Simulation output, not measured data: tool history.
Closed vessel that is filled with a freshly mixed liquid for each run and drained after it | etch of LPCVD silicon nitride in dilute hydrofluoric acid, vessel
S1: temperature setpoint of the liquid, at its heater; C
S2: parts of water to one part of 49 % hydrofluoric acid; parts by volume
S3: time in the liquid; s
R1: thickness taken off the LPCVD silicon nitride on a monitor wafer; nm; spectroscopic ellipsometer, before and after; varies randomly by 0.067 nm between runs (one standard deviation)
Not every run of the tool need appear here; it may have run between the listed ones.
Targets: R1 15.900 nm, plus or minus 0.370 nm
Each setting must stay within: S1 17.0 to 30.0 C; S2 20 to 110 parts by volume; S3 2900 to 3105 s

{"run": 1, "hour": 0.0, "S1": 22.0, "S2": 60, "S3": 2900, "R1": 20.912}
{"run": 2, "hour": 5.4, "S1": 21.5, "S2": 60, "S3": 2900, "R1": 20.199}
{"run": 3, "hour": 10.0, "S1": 21.0, "S2": 60, "S3": 2900, "R1": 19.447}
{"run": 4, "hour": 18.5, "S1": 23.0, "S2": 60, "S3": 2900, "R1": 22.564}
{"run": 5, "hour": 23.3, "S1": 22.5, "S2": 60, "S3": 2900, "R1": 21.728}
{"run": 6, "hour": 30.7, "S1": 22.5, "S2": 60, "S3": 2900, "R1": 21.548}
{"run": 7, "hour": 36.4, "S1": 22.0, "S2": 60, "S3": 2900, "R1": 20.856}
{"run": 8, "hour": 39.5, "S1": 21.5, "S2": 60, "S3": 2900, "R1": 20.203}
{"run": 9, "hour": 43.6, "S1": 21.0, "S2": 60, "S3": 2900, "R1": 19.494}
{"run": 10, "hour": 49.4, "S1": 20.5, "S2": 60, "S3": 2900, "R1": 18.862}
{"run": 11, "hour": 55.0, "S1": 20.0, "S2": 60, "S3": 2900, "R1": 18.278}
{"run": 12, "hour": 59.1, "S1": 19.0, "S2": 60, "S3": 2900, "R1": 17.075}
{"hour": 63.4, "done": "hydrofluoric acid flow meter replaced"}
{"run": 13, "hour": 63.4, "S1": 18.5, "S2": 60, "S3": 2900, "R1": 15.361}

Next run, 4 choices. One meets every target within its allowed miss, the rest don't. Which?
{"run": "A", "hour": 67.7, "S1": 17.5, "S2": 60, "S3": 2965, "R1": "?"}
{"run": "B", "hour": 67.7, "S1": 17.0, "S2": 55, "S3": 2910, "R1": "?"}
{"run": "C", "hour": 67.7, "S1": 19.0, "S2": 60, "S3": 2920, "R1": "?"}
{"run": "D", "hour": 67.7, "S1": 18.0, "S2": 60, "S3": 2940, "R1": "?"}

move=A R1=14.675
move=B R1=15.126
move=C R1=16.055
move=D R1=15.072
A: its largest miss is bigger than the last run's
B: its largest miss is bigger than the last run's
C: each result inside its tolerance
D: its largest miss is bigger than the last run's
So the answer is move C, the one that meets all the targets.
